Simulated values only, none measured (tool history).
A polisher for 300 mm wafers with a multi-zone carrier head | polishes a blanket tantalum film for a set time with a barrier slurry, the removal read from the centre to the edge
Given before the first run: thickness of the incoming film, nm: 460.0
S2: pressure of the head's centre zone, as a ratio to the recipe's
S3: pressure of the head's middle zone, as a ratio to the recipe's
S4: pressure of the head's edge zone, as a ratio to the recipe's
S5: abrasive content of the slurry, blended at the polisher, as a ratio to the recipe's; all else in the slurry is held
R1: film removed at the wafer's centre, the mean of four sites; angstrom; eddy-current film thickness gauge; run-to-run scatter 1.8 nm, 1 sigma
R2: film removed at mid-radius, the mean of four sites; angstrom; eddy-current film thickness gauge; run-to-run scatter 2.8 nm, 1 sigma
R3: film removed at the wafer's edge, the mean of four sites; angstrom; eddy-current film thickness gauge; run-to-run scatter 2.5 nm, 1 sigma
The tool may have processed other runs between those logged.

{"run": 1, "hour": 0.0, "flow of slurry (ml/min)": 170, "S2": 1.0, "S3": 1.0, "S4": 1.0, "S5": 1.0, "polishing time (s)": 75, "R1": 1678.7, "R2": 1638.9, "R3": 1676.5}
{"run": 2, "hour": 3.2, "flow of slurry (ml/min)": 170, "S2": 1.0, "S3": 1.0, "S4": 1.0, "S5": 1.0, "polishing time (s)": 92, "R1": 2075.1, "R2": 2027.4, "R3": 2066.9}
{"run": 3, "hour": 10.9, "flow of slurry (ml/min)": 170, "S2": 1.0, "S3": 1.05, "S4": 1.0, "S5": 1.0, "polishing time (s)": 92, "R1": 2072.0, "R2": 2082.4, "R3": 1992.8}
{"run": 4, "hour": 12.7, "flow of slurry (ml/min)": 170, "S2": 1.0, "S3": 1.05, "S4": 1.0, "S5": 0.8, "polishing time (s)": 92, "R1": 1957.3, "R2": 1974.6, "R3": 1886.4}
{"run": 5, "hour": 19.2, "flow of slurry (ml/min)": 170, "S2": 1.0, "S3": 1.05, "S4": 1.0, "S5": 0.95, "polishing time (s)": 92, "R1": 2043.2, "R2": 2049.3, "R3": 2063.8}
{"run": 6, "hour": 21.8, "flow of slurry (ml/min)": 180, "S2": 1.02, "S3": 1.04, "S4": 1.04, "S5": 0.95, "polishing time (s)": 92, "R1": 2105.4, "R2": 2105.6, "R3": 2085.6}
{"run": 7, "hour": 25.4, "flow of slurry (ml/min)": 190, "S2": 1.04, "S3": 1.01, "S4": 1.06, "S5": 0.95, "polishing time (s)": 92, "R1": 2148.3, "R2": 2001.6, "R3": 2110.0}

Run 8 has not been measured yet. What should we expect?
{"run": 8, "hour": 31.9, "flow of slurry (ml/min)": 195, "S2": 1.05, "S3": 1.01, "S4": 1.08, "S5": 1.0, "polishing time (s)": 92, "R1": "?", "R2": "?", "R3": "?"}

{"run 8": {"R1": 2256.8, "R2": 2070.4, "R3": 2147.2}}
